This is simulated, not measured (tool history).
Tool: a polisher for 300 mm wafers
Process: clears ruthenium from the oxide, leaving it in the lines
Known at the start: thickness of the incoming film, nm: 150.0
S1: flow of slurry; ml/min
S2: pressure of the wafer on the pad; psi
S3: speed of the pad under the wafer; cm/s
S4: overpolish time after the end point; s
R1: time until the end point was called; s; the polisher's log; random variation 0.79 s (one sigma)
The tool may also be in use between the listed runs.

| run | hour | S1 | S2 | S3 | S4 | R1 |
|---|---|---|---|---|---|---|
| 1 | 0 | 275 | 2.7 | 128 | 21 | 65.241 |
| 2 | 2.4 | 275 | 2.8 | 128 | 21 | 64.238 |
| 3 | 6.4 | 275 | 2.8 | 98 | 21 | 75.552 |
| 4 | 8.8 | 275 | 3 | 100 | 21 | 69.211 |
| 5 | 16.2 | 305 | 3 | 100 | 21 | 69.711 |
| 6 | 22 | 305 | 3.2 | 102 | 21 | 62.93 |
| 7 | 26.4 | 305 | 3.3 | 102 | 21 | 64.532 |

Run 8 comes next. What will it give?
| 8 | 30.1 | 305 | 3.4 | 106 | 21 | ? |

Run 8 gave R1 59.733 s.
